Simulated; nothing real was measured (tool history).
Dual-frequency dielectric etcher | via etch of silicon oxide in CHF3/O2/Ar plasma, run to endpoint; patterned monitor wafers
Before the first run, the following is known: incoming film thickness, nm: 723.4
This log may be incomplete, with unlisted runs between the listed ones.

Run 1, hour 0: source power (kW) 0.85, bias power (kW) 0.223. Result: endpoint time (s) 337.67.
Run 2, hour 8.8: source power (kW) 0.73, bias power (kW) 0.223. Result: endpoint time (s) 364.17.
Run 3, hour 14.3: source power (kW) 0.85, bias power (kW) 0.223. Result: endpoint time (s) 336.99.
Run 4, hour 22.2: source power (kW) 0.87, bias power (kW) 0.224. Result: endpoint time (s) 332.42.
Run 5, hour 26.7: source power (kW) 0.95, bias power (kW) 0.224. Result: endpoint time (s) 319.81.
Run 6, hour 30.9: source power (kW) 0.96, bias power (kW) 0.225. Result: endpoint time (s) 318.38.
Run 7, hour 34.4: source power (kW) 0.97, bias power (kW) 0.226. Result: endpoint time (s) 319.12.

Forecast run 8:
Run 8, hour 36.7: source power (kW) 0.97, bias power (kW) 0.226. Result: endpoint time (s) ?.

endpoint time (s): 318.53

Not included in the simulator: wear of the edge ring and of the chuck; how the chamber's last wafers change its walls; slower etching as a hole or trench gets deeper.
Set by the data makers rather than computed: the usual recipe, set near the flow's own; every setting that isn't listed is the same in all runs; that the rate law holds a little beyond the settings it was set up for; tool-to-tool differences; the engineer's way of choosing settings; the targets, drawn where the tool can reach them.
